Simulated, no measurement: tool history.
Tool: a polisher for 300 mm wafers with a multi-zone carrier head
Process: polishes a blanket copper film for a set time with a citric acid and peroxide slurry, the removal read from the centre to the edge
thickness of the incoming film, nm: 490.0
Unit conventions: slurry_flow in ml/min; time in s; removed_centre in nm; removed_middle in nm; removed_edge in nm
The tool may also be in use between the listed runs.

run 1 day=0 | slurry_flow=235 centre_zone=1 middle_zone=1 edge_zone=1 slurry_solids=1 time=54 | removed_centre=130.8 removed_middle=148.1 removed_edge=149.66
run 2 day=0.171 | slurry_flow=235 centre_zone=0.95 middle_zone=1 edge_zone=1 slurry_solids=1 time=54 | removed_centre=124.01 removed_middle=145.66 removed_edge=149.24
run 3 day=0.208 | slurry_flow=235 centre_zone=0.95 middle_zone=1 edge_zone=0.93 slurry_solids=1 time=54 | removed_centre=124.25 removed_middle=145.8 removed_edge=143.03
run 4 day=0.504 | slurry_flow=250 centre_zone=0.96 middle_zone=1.02 edge_zone=0.95 slurry_solids=1 time=54 | removed_centre=127.57 removed_middle=152.01 removed_edge=145.09
-- day=0.562 centre zone pressure recalibrated
run 5 day=0.562 | slurry_flow=265 centre_zone=0.96 middle_zone=1.03 edge_zone=0.97 slurry_solids=1 time=54 | removed_centre=144.03 removed_middle=152.72 removed_edge=148.49
run 6 day=0.621 | slurry_flow=250 centre_zone=0.96 middle_zone=1.05 edge_zone=0.98 slurry_solids=1.05 time=54 | removed_centre=147.09 removed_middle=156.02 removed_edge=150.57

What will run 7 give?
run 7 day=0.712 | slurry_flow=230 centre_zone=0.94 middle_zone=1.06 edge_zone=0.97 slurry_solids=1.05 time=55 | removed_centre=? removed_middle=? removed_edge=?

Run 7 measured removed_centre 144.4 nm, removed_middle 157.08 nm, removed_edge 148.63 nm.
